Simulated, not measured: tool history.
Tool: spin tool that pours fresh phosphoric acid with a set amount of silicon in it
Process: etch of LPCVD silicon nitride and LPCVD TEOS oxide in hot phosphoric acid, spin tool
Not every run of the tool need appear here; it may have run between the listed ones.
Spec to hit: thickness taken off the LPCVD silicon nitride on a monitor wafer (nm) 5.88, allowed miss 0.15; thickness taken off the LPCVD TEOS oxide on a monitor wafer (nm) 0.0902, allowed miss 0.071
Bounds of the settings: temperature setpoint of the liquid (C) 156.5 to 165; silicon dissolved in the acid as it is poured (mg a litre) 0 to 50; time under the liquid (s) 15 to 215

run	day	temperature setpoint of the liquid (C)	silicon dissolved in the acid as it is poured (mg a litre)	time under the liquid (s)	thickness taken off the LPCVD silicon nitride on a monitor wafer (nm)	thickness taken off the LPCVD TEOS oxide on a monitor wafer (nm)
1	0	160	30	110	10.624	0.11509
2	0.283	158.5	30	110	10.033	0.057567
3	0.529	158.5	23.5	95	8.7571	0.097625
4	0.721	158.5	23.5	135	12.33	0.18194
5	1.042	158	20	115	10.407	0.19363
6	1.188	159.5	20	115	11.038	0.13828
7	1.458	159	18	100	9.3449	0.14471
8	1.779	158.5	17	90	8.2299	0.052881
9	1.812	158	12.5	85	7.6779	0.12225
10	1.862	157	19.5	55	4.8164	0.051062
11	2.192	157.5	15.5	55	4.8458	0.042022
12	2.358	158	11.5	55	4.9697	0.05938
13	2.442	159	9.5	55	5.1933	0.088672
14	2.675	161.5	22.5	60	6.1581	0.075479
15	2.833	161.5	20.5	60	6.0957	0.052705
16	3.15	161.5	17	60	6.1114	0.14335
17	3.354	161.5	17.5	60	6.1409	0.11166

Of the 4 settings listed for the next run, only one would bring every result within its allowed miss of target. Which one?
A	3.558	161.5	16.5	65	?	?
B	3.558	163	17.5	60	?	?
C	3.558	158.5	21	70	?	?
D	3.558	160.5	17.5	60	?	?

move	thickness taken off the LPCVD silicon nitride on a monitor wafer (nm)	thickness taken off the LPCVD TEOS oxide on a monitor wafer (nm)
A	6.6701	0.083996
B	6.4718	0.084303
C	6.4947	0.063962
D	5.9546	0.070151
A: its largest miss is bigger than the last run's
B: its largest miss is bigger than the last run's
C: its largest miss is bigger than the last run's
D: all results land within tolerance of their targets
Go with D: it meets all targets.
